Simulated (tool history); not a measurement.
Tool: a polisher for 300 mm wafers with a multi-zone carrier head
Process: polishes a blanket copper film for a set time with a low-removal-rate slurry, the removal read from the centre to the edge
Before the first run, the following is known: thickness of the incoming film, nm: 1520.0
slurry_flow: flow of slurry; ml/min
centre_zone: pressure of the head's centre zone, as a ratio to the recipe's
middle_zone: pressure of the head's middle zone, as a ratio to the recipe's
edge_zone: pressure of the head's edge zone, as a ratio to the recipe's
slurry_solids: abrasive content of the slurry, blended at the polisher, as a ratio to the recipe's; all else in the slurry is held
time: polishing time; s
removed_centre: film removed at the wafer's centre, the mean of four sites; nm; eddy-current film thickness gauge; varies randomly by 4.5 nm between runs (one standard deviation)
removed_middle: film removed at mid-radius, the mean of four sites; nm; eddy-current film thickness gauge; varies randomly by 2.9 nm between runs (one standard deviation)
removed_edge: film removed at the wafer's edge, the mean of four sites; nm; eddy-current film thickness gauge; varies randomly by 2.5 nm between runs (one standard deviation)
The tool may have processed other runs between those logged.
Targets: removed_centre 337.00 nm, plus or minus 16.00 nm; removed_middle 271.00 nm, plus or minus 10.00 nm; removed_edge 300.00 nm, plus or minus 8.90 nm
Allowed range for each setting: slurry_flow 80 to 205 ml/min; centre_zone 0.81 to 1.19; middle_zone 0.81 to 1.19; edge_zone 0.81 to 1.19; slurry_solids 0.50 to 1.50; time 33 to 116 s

run	hour	slurry_flow	centre_zone	middle_zone	edge_zone	slurry_solids	time	removed_centre	removed_middle	removed_edge
1	0.0	135	1.00	1.00	1.00	1.00	74	345.44	346.87	337.71
2	2.3	125	1.02	0.95	0.97	0.95	74	346.68	316.20	326.51
3	5.0	125	1.02	0.95	0.97	0.95	60	280.36	261.55	265.27
4	9.8	140	1.05	0.93	1.00	1.00	60	296.92	270.96	283.14
5	13.7	110	1.05	0.93	1.00	1.00	60	274.11	254.64	266.61
6	16.9	110	1.05	1.01	1.00	1.00	60	281.35	266.90	266.70
7	25.9	120	1.09	0.98	1.02	1.00	60	292.64	266.30	277.50
8	30.5	130	1.12	0.97	1.02	1.00	60	314.22	268.82	276.77
9	36.1	135	1.13	0.95	1.04	1.00	60	312.97	265.92	281.33
10	41.5	140	1.14	0.94	1.05	1.00	60	315.08	266.51	286.82
11	47.5	145	1.15	0.93	1.06	1.00	60	328.24	266.61	287.38
12	49.9	150	1.15	0.92	1.07	1.00	60	332.85	267.50	289.44
13	50.8	150	1.15	0.92	1.07	1.00	60	333.58	266.29	290.95

5 next moves are on the table. One of them brings every result within its allowed miss. Which?
A	51.7	145	1.16	1.01	0.97	1.05	60	?	?	?
B	51.7	140	1.03	1.00	1.00	1.15	59	?	?	?
C	51.7	170	1.00	1.01	0.92	1.20	58	?	?	?
D	51.7	145	1.11	0.99	1.07	1.00	58	?	?	?
E	51.7	180	1.17	0.94	1.16	1.05	58	?	?	?

move	removed_centre	removed_middle	removed_edge
A	332.49	289.50	277.06
B	294.34	286.94	281.45
C	296.13	298.52	276.11
D	303.65	271.82	277.57
E	338.84	273.99	301.53
A: further off than the last run
B: further off than the last run
C: further off than the last run
D: further off than the last run
E: hits every target within its allowed miss
Go with E: it meets all targets.
